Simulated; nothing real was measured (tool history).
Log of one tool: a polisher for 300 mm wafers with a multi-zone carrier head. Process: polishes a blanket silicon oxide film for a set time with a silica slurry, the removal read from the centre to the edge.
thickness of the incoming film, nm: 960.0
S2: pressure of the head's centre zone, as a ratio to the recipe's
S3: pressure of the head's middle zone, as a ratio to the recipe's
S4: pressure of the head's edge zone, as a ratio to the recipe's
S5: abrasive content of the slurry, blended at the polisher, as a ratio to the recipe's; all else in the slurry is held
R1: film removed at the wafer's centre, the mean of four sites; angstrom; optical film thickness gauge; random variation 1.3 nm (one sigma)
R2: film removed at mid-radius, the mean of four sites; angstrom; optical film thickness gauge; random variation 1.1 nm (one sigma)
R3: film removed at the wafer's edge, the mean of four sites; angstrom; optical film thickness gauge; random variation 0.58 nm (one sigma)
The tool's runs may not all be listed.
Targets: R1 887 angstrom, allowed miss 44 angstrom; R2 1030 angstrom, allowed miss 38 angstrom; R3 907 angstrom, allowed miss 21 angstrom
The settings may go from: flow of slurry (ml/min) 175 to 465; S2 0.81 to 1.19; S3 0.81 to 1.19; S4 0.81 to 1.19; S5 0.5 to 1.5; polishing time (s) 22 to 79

Run 1, hour 0: flow of slurry (ml/min) 295, S2 1, S3 1, S4 1, S5 1, polishing time (s) 50. Result: R1 1542.4 angstrom, R2 1571.8 angstrom, R3 1543.7 angstrom.
Run 2, hour 2.7: flow of slurry (ml/min) 295, S2 1, S3 1, S4 1, S5 1, polishing time (s) 62. Result: R1 2004.6 angstrom, R2 1935.8 angstrom, R3 1907.7 angstrom.
Run 3, hour 9: flow of slurry (ml/min) 295, S2 1, S3 1, S4 1.07, S5 1, polishing time (s) 62. Result: R1 1985.7 angstrom, R2 1923.4 angstrom, R3 2001.1 angstrom.
Run 4, hour 10.3: flow of slurry (ml/min) 350, S2 1, S3 1, S4 1.07, S5 1, polishing time (s) 62. Result: R1 2047.3 angstrom, R2 1966.6 angstrom, R3 2024.3 angstrom.
Run 5, hour 14: flow of slurry (ml/min) 350, S2 1.09, S3 1, S4 1.07, S5 1, polishing time (s) 62. Result: R1 2151.9 angstrom, R2 1978.7 angstrom, R3 2005.6 angstrom.
Run 6, hour 16.2: flow of slurry (ml/min) 350, S2 1.09, S3 1, S4 1.11, S5 1, polishing time (s) 62. Result: R1 2191 angstrom, R2 1953.3 angstrom, R3 2035.5 angstrom.
Run 7, hour 20.6: flow of slurry (ml/min) 345, S2 1.05, S3 1.01, S4 1.05, S5 0.85, polishing time (s) 54. Result: R1 1684.6 angstrom, R2 1566.6 angstrom, R3 1569.8 angstrom.
Run 8, hour 22.1: flow of slurry (ml/min) 330, S2 0.98, S3 1.04, S4 1.01, S5 0.75, polishing time (s) 49. Result: R1 1281.8 angstrom, R2 1335.2 angstrom, R3 1298.6 angstrom.
Run 9, hour 25.8: flow of slurry (ml/min) 330, S2 0.96, S3 1.05, S4 0.96, S5 0.65, polishing time (s) 47. Result: R1 1109.5 angstrom, R2 1170.2 angstrom, R3 1096 angstrom.
Run 10, hour 34.7: flow of slurry (ml/min) 325, S2 0.93, S3 1.05, S4 0.92, S5 0.6, polishing time (s) 47. Result: R1 1026.9 angstrom, R2 1117.8 angstrom, R3 1013.8 angstrom.
Run 11, hour 35.7: flow of slurry (ml/min) 320, S2 0.9, S3 1.04, S4 0.89, S5 0.6, polishing time (s) 47. Result: R1 960.59 angstrom, R2 1095.6 angstrom, R3 998.3 angstrom.
Run 12, hour 38.7: flow of slurry (ml/min) 320, S2 0.9, S3 1.04, S4 0.87, S5 0.6, polishing time (s) 47. Result: R1 984.91 angstrom, R2 1101.5 angstrom, R3 983.3 angstrom.
Run 13, hour 44.8: flow of slurry (ml/min) 320, S2 0.9, S3 1.04, S4 0.87, S5 0.6, polishing time (s) 47. Result: R1 976.49 angstrom, R2 1091.4 angstrom, R3 987.06 angstrom.
Run 14, hour 49.8: flow of slurry (ml/min) 320, S2 0.9, S3 1.04, S4 0.87, S5 0.6, polishing time (s) 47. Result: R1 983.54 angstrom, R2 1101.2 angstrom, R3 996.14 angstrom.
Run 15, hour 52: flow of slurry (ml/min) 285, S2 0.86, S3 1.04, S4 0.81, S5 0.5, polishing time (s) 46. Result: R1 781.11 angstrom, R2 922.58 angstrom, R3 790.04 angstrom.
Run 16, hour 55: flow of slurry (ml/min) 315, S2 0.86, S3 1.04, S4 0.81, S5 0.5, polishing time (s) 46. Result: R1 787.37 angstrom, R2 909.09 angstrom, R3 802.27 angstrom.
Run 17, hour 59: flow of slurry (ml/min) 330, S2 0.87, S3 1.06, S4 0.84, S5 0.5, polishing time (s) 46. Result: R1 801.23 angstrom, R2 923.5 angstrom, R3 810.31 angstrom.
Run 18, hour 61.7: flow of slurry (ml/min) 300, S2 0.88, S3 1.06, S4 0.86, S5 0.5, polishing time (s) 46. Result: R1 822.28 angstrom, R2 951.75 angstrom, R3 825.18 angstrom.
Run 19, hour 64.1: flow of slurry (ml/min) 315, S2 0.88, S3 1.07, S4 0.88, S5 0.5, polishing time (s) 46. Result: R1 827.29 angstrom, R2 948.56 angstrom, R3 825.22 angstrom.

4 next moves are on the table. One of them brings every result within its allowed miss. Which?
Run A, hour 66.5: flow of slurry (ml/min) 320, S2 0.89, S3 1.05, S4 0.85, S5 0.55, polishing time (s) 47. Result: R1 ?, R2 ?, R3 ?.
Run B, hour 66.5: flow of slurry (ml/min) 320, S2 0.89, S3 0.99, S4 0.98, S5 0.55, polishing time (s) 42. Result: R1 ?, R2 ?, R3 ?.
Run C, hour 66.5: flow of slurry (ml/min) 375, S2 1.14, S3 1.08, S4 0.86, S5 0.5, polishing time (s) 40. Result: R1 ?, R2 ?, R3 ?.
Run D, hour 66.5: flow of slurry (ml/min) 350, S2 1.02, S3 1.17, S4 0.86, S5 0.5, polishing time (s) 41. Result: R1 ?, R2 ?, R3 ?.

move      R1      R2      R3
   A  874.51    1063  909.93
   B  781.15  903.56   869.1
   C  889.41  860.71  722.09
   D  811.78  941.64  736.86
A: meets every target
B: nearer than the last run, and not there yet
C: further off than the last run
D: further off than the last run
Move A is the one to make.
